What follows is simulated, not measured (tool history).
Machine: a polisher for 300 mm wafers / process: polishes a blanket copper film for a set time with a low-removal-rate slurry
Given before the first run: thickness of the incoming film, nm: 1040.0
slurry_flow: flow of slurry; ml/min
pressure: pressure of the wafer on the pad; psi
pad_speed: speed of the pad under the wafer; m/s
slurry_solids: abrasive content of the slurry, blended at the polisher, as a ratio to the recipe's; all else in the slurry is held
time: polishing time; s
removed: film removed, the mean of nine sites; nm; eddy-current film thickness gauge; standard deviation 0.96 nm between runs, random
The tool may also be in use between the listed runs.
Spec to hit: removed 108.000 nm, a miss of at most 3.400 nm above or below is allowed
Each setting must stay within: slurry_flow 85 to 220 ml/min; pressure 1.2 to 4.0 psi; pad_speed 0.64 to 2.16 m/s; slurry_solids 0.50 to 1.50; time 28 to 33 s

| run | hour | slurry_flow | pressure | pad_speed | slurry_solids | time | removed |
|---|---|---|---|---|---|---|---|
| 1 | 0.0 | 140 | 2.6 | 1.40 | 1.00 | 33 | 138.630 |
| 2 | 7.0 | 135 | 2.5 | 1.40 | 1.00 | 33 | 134.140 |
| 3 | 16.0 | 135 | 2.5 | 1.40 | 0.85 | 33 | 129.650 |
| 4 | 17.4 | 135 | 2.5 | 1.40 | 0.95 | 33 | 133.390 |
| 5 | 18.9 | 135 | 2.5 | 1.40 | 0.85 | 33 | 131.620 |
| 6 | 21.3 | 130 | 2.4 | 1.40 | 0.85 | 33 | 122.890 |
| 7 | 22.8 | 125 | 2.4 | 1.40 | 0.85 | 33 | 122.280 |
| 8 | 31.2 | 125 | 2.4 | 1.40 | 0.85 | 33 | 122.330 |
| 9 | 32.3 | 120 | 2.4 | 1.40 | 0.85 | 33 | 121.180 |
| 10 | 37.1 | 115 | 2.4 | 1.40 | 0.85 | 33 | 123.630 |
| 11 | 37.8 | 115 | 2.0 | 1.40 | 0.85 | 33 | 101.610 |
| 12 | 45.1 | 120 | 2.0 | 1.40 | 0.85 | 33 | 102.640 |
| 13 | 49.9 | 125 | 2.0 | 1.40 | 0.85 | 33 | 103.200 |
| 14 | 52.2 | 130 | 2.0 | 1.40 | 0.85 | 33 | 103.780 |
| 15 | 52.8 | 135 | 2.0 | 1.40 | 0.85 | 33 | 103.770 |

Which single option among these 4 for the next run brings every result within its allowed miss of target? Just one does.
| A | 53.4 | 100 | 1.9 | 1.72 | 0.65 | 33 | ? |
| B | 53.4 | 120 | 1.9 | 1.48 | 0.90 | 31 | ? |
| C | 53.4 | 145 | 2.0 | 1.40 | 0.80 | 32 | ? |
| D | 53.4 | 140 | 2.1 | 1.24 | 0.95 | 33 | ? |

| move | removed |
|---|---|
| A | 108.010 |
| B | 98.729 |
| C | 101.540 |
| D | 101.440 |
A: meets every target
B: its largest miss is bigger than the last run's
C: its largest miss is bigger than the last run's
D: its largest miss is bigger than the last run's
A is the move that brings every result within its allowed miss.

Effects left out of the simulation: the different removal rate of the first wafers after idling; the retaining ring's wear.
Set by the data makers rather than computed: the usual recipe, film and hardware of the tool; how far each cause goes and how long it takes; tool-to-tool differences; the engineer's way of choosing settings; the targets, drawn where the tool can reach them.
